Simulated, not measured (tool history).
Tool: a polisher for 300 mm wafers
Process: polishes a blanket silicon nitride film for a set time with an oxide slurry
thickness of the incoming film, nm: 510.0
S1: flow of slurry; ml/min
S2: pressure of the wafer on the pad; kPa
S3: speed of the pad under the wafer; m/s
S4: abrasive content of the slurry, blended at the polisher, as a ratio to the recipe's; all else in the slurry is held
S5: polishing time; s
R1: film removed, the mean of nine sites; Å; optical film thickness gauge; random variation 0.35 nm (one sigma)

run	hour	S1	S2	S3	S4	S5	R1
1	0	320	28.3	1.2	1	52	516.99
2	0.8	320	26.9	1.2	1	52	482.19
3	3.6	320	26.2	1.2	1	52	461.79
4	10.9	320	25.5	1.2	1	52	462.07
5	17.3	320	25.5	1.44	1	52	510.33
6	21.9	320	20	1.44	1	52	412.9

Run 7 comes next. What will it give?
# hour 25.5: slurry nozzle cleaned
7	25.5	320	19.3	1.44	1	52	?

R1: 397.32 Å
